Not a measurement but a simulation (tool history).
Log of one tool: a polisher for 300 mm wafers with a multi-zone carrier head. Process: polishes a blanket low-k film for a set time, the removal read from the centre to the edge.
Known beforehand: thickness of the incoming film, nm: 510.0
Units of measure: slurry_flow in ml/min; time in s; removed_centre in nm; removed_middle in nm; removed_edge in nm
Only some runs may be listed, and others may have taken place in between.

run  hour  slurry_flow  centre_zone  middle_zone  edge_zone  slurry_solids  time  removed_centre  removed_middle  removed_edge
  1     0          200            1            1          1              1    32          9.8354          10.154        10.098
  2   8.5          200            1            1          1            0.8    32          8.7076          8.9674        8.9428
  3  14.2          200            1            1          1              1    32          9.7851          10.063        10.107
  4    23          200         0.95            1          1              1    32          9.4778           10.23        9.9694
  5  24.6          210         0.99         1.03       1.02           1.05    32           10.06          10.511        10.458
  6  30.3          210         0.99         1.03       1.02           1.05    28          8.9243          9.6836        8.8851
  7  35.4          205            1         1.03       1.03            1.2    29          9.8379          10.112        10.121
  8  43.3          215         1.01         1.06       1.03            1.3    29          10.317          11.372        10.315

What will run 9 give?
  9  47.3          215         1.07         0.99       1.13            1.5    31               ?               ?             ?

{"run 9": {"removed_centre": 12.294, "removed_middle": 11.634, "removed_edge": 12.484}}

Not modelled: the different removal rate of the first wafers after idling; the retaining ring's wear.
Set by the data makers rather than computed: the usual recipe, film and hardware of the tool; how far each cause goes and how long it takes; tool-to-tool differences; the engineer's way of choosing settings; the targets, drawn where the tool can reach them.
